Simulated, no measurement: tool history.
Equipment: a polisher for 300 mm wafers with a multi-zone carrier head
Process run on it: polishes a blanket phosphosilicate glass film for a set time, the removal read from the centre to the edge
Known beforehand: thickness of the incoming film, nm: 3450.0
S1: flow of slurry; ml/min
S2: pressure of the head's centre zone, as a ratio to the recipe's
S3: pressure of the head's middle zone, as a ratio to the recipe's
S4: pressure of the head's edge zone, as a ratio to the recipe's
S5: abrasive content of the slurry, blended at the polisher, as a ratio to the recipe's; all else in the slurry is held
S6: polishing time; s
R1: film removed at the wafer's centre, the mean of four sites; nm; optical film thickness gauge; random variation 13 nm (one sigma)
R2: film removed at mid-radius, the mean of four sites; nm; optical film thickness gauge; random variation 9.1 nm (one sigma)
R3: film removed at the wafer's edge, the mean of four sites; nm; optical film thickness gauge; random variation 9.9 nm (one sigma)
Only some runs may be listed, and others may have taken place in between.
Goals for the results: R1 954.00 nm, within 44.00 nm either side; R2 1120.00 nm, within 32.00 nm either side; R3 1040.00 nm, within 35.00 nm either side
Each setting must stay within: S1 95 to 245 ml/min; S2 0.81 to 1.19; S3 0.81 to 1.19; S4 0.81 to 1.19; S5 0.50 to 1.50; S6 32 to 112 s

run  hour   S1    S2    S3    S4    S5  S6      R1       R2      R3
  1   0.0  155  1.00  1.00  1.00  1.00  72  696.44   713.21  718.16
  2   4.6  125  1.00  1.00  1.00  1.00  72  656.48   668.48  675.57
  3  11.9  150  1.00  1.03  1.03  1.10  72  703.02   741.97  732.71
  4  20.3  165  1.00  1.05  1.05  1.20  73  773.24   809.24  780.92
  5  24.5  175  0.98  1.06  1.07  1.25  75  786.22   855.04  847.67
  6  30.8  175  0.98  1.06  0.98  1.25  75  803.54   860.68  809.53
  7  34.6  185  0.97  1.08  1.01  1.30  76  817.12   913.46  834.19
  8  43.0  190  0.97  1.09  1.04  1.35  77  845.28   930.28  887.52
  9  45.2  195  0.97  1.11  1.05  1.40  78  872.88   990.09  908.39
 10  50.3  200  0.97  1.12  1.07  1.40  79  907.45  1007.90  927.08

4 candidate next runs follow, results not yet known. Just one meets every target within its allowed miss. Identify it.
  A  55.4  220  0.87  1.16  1.11  1.45  84   ?   ?   ?
  B  55.4  140  0.81  0.94  1.13  1.45  96   ?   ?   ?
  C  55.4  205  0.84  1.11  1.04  1.50  86   ?   ?   ?
  D  55.4  195  0.91  1.07  0.98  1.50  89   ?   ?   ?

move      R1       R2       R3
   A  884.41  1133.50  1064.70
   B  858.28  1036.30  1161.10
   C  874.33  1127.70  1060.40
   D  972.44  1128.90  1060.70
A: brings the result that was furthest off to its target, and leaves another outside
B: neither nearer nor further off than the last run
C: brings the result that was furthest off to its target, and leaves another outside
D: in spec on every target
The right move is D.
